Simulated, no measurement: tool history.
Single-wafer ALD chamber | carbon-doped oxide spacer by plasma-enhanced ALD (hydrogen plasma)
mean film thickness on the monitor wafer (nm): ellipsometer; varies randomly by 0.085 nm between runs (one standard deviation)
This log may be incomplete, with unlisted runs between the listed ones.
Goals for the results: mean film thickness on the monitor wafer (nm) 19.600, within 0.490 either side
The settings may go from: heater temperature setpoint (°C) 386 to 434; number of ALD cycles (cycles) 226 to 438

| run | hour | heater temperature setpoint (°C) | number of ALD cycles (cycles) | mean film thickness on the monitor wafer (nm) |
|---|---|---|---|---|
| 1 | 0.0 | 410 | 332 | 16.289 |
| 2 | 8.2 | 410 | 368 | 17.963 |
| 3 | 9.6 | 406 | 368 | 18.348 |
| 4 | 12.3 | 406 | 328 | 16.208 |
| 5 | 15.6 | 404 | 341 | 16.940 |
| 6 | 24.6 | 404 | 321 | 15.969 |
| 7 | 28.4 | 404 | 321 | 15.965 |
| 8 | 37.1 | 403 | 335 | 16.851 |

Below are 5 possible settings for the next run. Only one of them brings all results inside the allowed miss of their targets. Which is it?
| A | 45.8 | 411 | 304 | ? |
| B | 45.8 | 401 | 409 | ? |
| C | 45.8 | 409 | 376 | ? |
| D | 45.8 | 386 | 367 | ? |
| E | 45.8 | 400 | 389 | ? |

| move | mean film thickness on the monitor wafer (nm) |
|---|---|
| A | 14.688 |
| B | 20.444 |
| C | 18.295 |
| D | 18.345 |
| E | 19.444 |
A: its largest miss is bigger than the last run's
B: the result that was furthest off in the last run now lies on the other side of its target
C: moves toward the targets from the last run without getting all of them in spec
D: moves toward the targets from the last run without getting all of them in spec
E: meets every target
Correct choice: E, which meets every target

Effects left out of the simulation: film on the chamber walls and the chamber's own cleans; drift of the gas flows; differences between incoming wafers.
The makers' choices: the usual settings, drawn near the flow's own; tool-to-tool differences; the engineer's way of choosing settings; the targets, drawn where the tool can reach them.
